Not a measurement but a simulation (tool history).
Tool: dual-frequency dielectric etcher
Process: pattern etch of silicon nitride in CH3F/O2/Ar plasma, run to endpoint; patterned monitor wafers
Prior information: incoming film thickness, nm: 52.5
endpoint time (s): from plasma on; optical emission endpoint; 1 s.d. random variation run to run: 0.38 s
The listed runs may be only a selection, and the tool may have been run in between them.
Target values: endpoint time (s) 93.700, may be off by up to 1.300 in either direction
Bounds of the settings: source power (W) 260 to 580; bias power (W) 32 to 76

run    day  source power (W)  bias power (W)  endpoint time (s)
  1  0.000               420              54             80.243
  2  0.288               420              63             74.643
  3  0.400               380              60             80.475
  4  0.629               350              59             84.714
  5  0.775               410              59             77.550
  6  1.058               410              64             75.069
  7  1.408               370              63             79.292
  8  1.608               340              62             83.607
  9  1.838               320              62             86.898
 10  1.888               310              62             88.733
 11  2.038               300              62             90.210
 12  2.262               260              61             99.632
 13  2.471               270              61             96.718

Pick the move, out of 5, that brings all results within their allowed miss; only one does.
  A  2.679               280              63                  ?
  B  2.679               280              57                  ?
  C  2.679               290              56                  ?
  D  2.679               310              58                  ?
  E  2.679               260              59                  ?

move  endpoint time (s)
   A             93.509
   B             98.545
   C             97.298
   D             91.711
   E            101.540
A: all results in spec
B: moves away from the targets compared with the last run
C: moves away from the targets compared with the last run
D: takes the result that was furthest off past its target
E: moves away from the targets compared with the last run
A is the move that brings every result within its allowed miss.
